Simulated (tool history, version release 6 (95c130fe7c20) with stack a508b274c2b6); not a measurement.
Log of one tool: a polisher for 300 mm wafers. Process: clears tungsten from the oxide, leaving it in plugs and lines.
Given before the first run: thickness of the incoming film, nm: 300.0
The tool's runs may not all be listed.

run  hour  flow of slurry (ml/min)  pressure of the wafer on the pad (kPa)  speed of the pad under the wafer (m/s)  abrasive content of the slurry  overpolish time after the end point (s)  time until the end point was called (s)
  1     0                      270                                    20.7                                    1.32                               1                                       45                                   58.992
  2   2.5                      270                                    20.7                                    1.32                            0.85                                       45                                   60.263
  3  10.3                      270                                    17.9                                    1.26                            0.85                                       45                                   75.072
  4  18.8                      240                                    17.9                                    1.26                            0.85                                       45                                   75.377
  5  24.4                      240                                    17.9                                    1.26                             0.7                                       45                                   78.274
  6    32                      240                                    17.9                                    1.26                             0.7                                       45                                   76.193
  7  33.9                      240                                    16.5                                    1.24                             0.7                                       45                                   85.338

What will run 8 give?
  8  41.1                      240                                    15.2                                    1.22                             0.7                                       45                                        ?

time until the end point was called (s): 93.539

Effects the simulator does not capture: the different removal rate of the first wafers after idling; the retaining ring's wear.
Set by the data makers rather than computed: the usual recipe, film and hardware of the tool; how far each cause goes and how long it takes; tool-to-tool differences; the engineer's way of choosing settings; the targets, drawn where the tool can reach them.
